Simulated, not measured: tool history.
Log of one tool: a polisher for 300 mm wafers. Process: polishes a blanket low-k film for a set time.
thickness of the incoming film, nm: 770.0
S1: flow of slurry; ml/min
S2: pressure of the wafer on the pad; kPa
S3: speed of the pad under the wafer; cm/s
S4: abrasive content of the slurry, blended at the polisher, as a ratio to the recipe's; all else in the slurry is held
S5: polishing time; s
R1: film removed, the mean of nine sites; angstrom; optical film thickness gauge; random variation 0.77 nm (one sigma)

run  hour   S1    S2   S3   S4   S5      R1
  1   0.0  280  15.2  106  1.0  115  614.72
  2   5.6  330  15.2  106  1.0  115  626.25
  3  11.0  330  15.2  106  1.0  121  662.93
  4  16.7  330  16.5  106  1.0  121  714.20
  5  24.8  330  17.9  106  1.0  121  771.79
  6  25.4  385  17.9  106  1.0  121  782.78
  7  27.4  385  18.6  106  1.0  121  810.50
  8  33.8  385  19.3  106  1.0  121  838.60
  9  34.9  385  20.0  106  1.0  121  876.32
 10  37.1  385  20.7  106  1.0  121  898.60
 11  43.0  385  21.4  106  1.0  121  914.55

Forecast run 12:
 12  44.0  390  22.1  106  1.0  121   ?

R1: 953.53 angstrom
